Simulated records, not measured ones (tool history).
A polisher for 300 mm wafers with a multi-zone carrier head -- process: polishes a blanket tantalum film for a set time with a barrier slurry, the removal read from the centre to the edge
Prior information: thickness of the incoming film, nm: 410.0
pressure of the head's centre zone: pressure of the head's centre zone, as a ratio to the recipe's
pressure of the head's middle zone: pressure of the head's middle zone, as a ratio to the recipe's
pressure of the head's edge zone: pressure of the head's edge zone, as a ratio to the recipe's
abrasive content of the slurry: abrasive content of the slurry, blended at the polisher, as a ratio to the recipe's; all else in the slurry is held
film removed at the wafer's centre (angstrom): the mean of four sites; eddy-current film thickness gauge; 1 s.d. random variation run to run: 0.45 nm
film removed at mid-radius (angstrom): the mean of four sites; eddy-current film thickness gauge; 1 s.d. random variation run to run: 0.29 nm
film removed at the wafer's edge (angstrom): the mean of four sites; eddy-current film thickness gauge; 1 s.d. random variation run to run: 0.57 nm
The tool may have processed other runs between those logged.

| run | hour | flow of slurry (ml/min) | pressure of the head's centre zone | pressure of the head's middle zone | pressure of the head's edge zone | abrasive content of the slurry | polishing time (s) | film removed at the wafer's centre (angstrom) | film removed at mid-radius (angstrom) | film removed at the wafer's edge (angstrom) |
|---|---|---|---|---|---|---|---|---|---|---|
| 1 | 0 | 180 | 1 | 1 | 1 | 1 | 39 | 599.31 | 591.02 | 598.87 |
| 2 | 7.7 | 180 | 1 | 0.95 | 1 | 1 | 39 | 597.81 | 574.11 | 615.23 |
| 3 | 15 | 180 | 1 | 0.95 | 0.94 | 1 | 39 | 597.86 | 573.7 | 595.41 |
| 4 | 18.3 | 170 | 1.01 | 0.94 | 0.91 | 0.85 | 38 | 565.35 | 540.24 | 551.76 |
| 5 | 23.8 | 145 | 1.01 | 0.94 | 0.91 | 0.85 | 38 | 544.58 | 517.51 | 536.49 |
| 6 | 28.9 | 145 | 1.01 | 0.94 | 0.91 | 1.05 | 38 | 560.78 | 544.56 | 540.96 |

The next listed run, before its measurement:
| 7 | 30 | 135 | 1.02 | 0.92 | 0.89 | 0.95 | 37 | ? | ? | ? |

{"run 7": {"film removed at the wafer's centre (angstrom)": 534.57, "film removed at mid-radius (angstrom)": 498.22, "film removed at the wafer's edge (angstrom)": 521.93}}

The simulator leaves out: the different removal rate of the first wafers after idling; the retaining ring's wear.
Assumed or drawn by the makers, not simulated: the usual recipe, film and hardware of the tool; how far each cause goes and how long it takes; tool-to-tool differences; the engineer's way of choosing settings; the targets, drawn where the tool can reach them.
